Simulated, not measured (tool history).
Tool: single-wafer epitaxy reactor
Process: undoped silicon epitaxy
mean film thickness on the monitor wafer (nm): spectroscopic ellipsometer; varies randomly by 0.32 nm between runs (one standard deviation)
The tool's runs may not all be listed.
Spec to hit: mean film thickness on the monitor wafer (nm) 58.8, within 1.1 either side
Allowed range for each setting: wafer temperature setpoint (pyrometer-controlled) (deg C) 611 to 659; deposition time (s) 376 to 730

run,hour,wafer temperature setpoint (pyrometer-controlled) (deg C),deposition time (s),mean film thickness on the monitor wafer (nm)
1,0,635,553,78.648
2,6.8,629,553,70.215
3,10,629,603,76.127
4,16.4,628,603,74.3
5,24.4,627,603,73.353
6,25.3,627,669,81.003
7,33.9,625,669,78.423
8,42.6,624,669,76.402
9,48.4,623,669,74.938
10,50.5,622,669,73.134

Next run, 4 choices. One meets every target within its allowed miss, the rest don't. Which?
A,52.6,619,568,?
B,52.6,614,652,?
C,52.6,612,688,?
D,52.6,617,628,?

move,mean film thickness on the monitor wafer (nm)
A,59.039
B,61.224
C,62.015
D,62.684
A: each result inside its tolerance
B: moves toward the targets from the last run without getting all of them in spec
C: moves toward the targets from the last run without getting all of them in spec
D: moves toward the targets from the last run without getting all of them in spec
So the answer is move A, the one that meets all the targets.
